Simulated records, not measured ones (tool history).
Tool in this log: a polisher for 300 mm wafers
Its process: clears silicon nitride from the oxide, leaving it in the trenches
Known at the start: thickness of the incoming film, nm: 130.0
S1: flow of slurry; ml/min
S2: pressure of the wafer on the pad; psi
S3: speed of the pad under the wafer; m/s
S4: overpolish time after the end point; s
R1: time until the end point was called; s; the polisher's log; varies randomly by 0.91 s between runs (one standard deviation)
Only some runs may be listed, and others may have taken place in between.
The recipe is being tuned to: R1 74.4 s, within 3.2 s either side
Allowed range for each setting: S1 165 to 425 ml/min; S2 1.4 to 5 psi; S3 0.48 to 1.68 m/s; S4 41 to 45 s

run,day,S1,S2,S3,S4,R1
1,0,275,3.2,1.08,41,101.53
2,0.092,275,3.4,1.08,41,95.693
3,0.167,275,3.4,0.94,41,107.87
4,0.308,275,3.7,0.94,41,98.642
5,0.433,275,4.3,0.94,41,86.466
6,0.671,275,3.8,0.94,41,99.516
7,0.871,275,4.1,0.94,41,90.194
8,1.171,275,4.3,0.94,41,86.744

Which of these 5 next moves meets every target?
A,1.471,285,4.5,1.18,41,?
B,1.471,190,5,0.92,41,?
C,1.471,355,4.5,1.04,45,?
D,1.471,240,4.3,1,41,?
E,1.471,300,4.2,0.74,41,?

move,R1
A,67.193
B,81.235
C,74.498
D,83.981
E,112.1
A: carries the result that was furthest off beyond its target, to the other side
B: an improvement on the last run, though not all results are within tolerance
C: meets every target
D: an improvement on the last run, though not all results are within tolerance
E: further off than the last run
Answer: C

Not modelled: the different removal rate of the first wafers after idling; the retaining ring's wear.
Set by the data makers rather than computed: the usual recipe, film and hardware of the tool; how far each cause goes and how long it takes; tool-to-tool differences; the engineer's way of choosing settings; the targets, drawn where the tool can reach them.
